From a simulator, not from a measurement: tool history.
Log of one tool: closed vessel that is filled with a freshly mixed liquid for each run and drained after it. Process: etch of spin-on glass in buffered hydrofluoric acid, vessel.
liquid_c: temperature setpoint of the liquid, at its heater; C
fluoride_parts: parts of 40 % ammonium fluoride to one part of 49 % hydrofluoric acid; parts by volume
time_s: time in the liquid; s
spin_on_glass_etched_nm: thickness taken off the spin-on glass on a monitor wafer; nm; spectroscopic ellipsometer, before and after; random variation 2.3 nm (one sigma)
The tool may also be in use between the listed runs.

Run 1, hour 0.0: liquid_c 22.0 C, fluoride_parts 23.5 parts by volume, time_s 95 s. Result: spin_on_glass_etched_nm 161.39 nm.
Run 2, hour 2.0: liquid_c 25.0 C, fluoride_parts 23.5 parts by volume, time_s 95 s. Result: spin_on_glass_etched_nm 195.41 nm.
Run 3, hour 5.6: liquid_c 26.5 C, fluoride_parts 23.0 parts by volume, time_s 95 s. Result: spin_on_glass_etched_nm 209.47 nm.
Run 4, hour 9.8: liquid_c 26.5 C, fluoride_parts 28.5 parts by volume, time_s 95 s. Result: spin_on_glass_etched_nm 181.91 nm.
Run 5, hour 17.5: liquid_c 28.5 C, fluoride_parts 28.5 parts by volume, time_s 95 s. Result: spin_on_glass_etched_nm 200.40 nm.
Run 6, hour 20.3: liquid_c 29.0 C, fluoride_parts 26.0 parts by volume, time_s 95 s. Result: spin_on_glass_etched_nm 220.66 nm.
Run 7, hour 26.1: liquid_c 29.5 C, fluoride_parts 24.5 parts by volume, time_s 95 s. Result: spin_on_glass_etched_nm 238.18 nm.
Run 8, hour 30.5: liquid_c 29.5 C, fluoride_parts 23.5 parts by volume, time_s 95 s. Result: spin_on_glass_etched_nm 243.73 nm.

Run 9 comes next. What will it give?
Run 9, hour 37.3: liquid_c 29.5 C, fluoride_parts 22.5 parts by volume, time_s 95 s. Result: spin_on_glass_etched_nm ?.

spin_on_glass_etched_nm: 254.14 nm
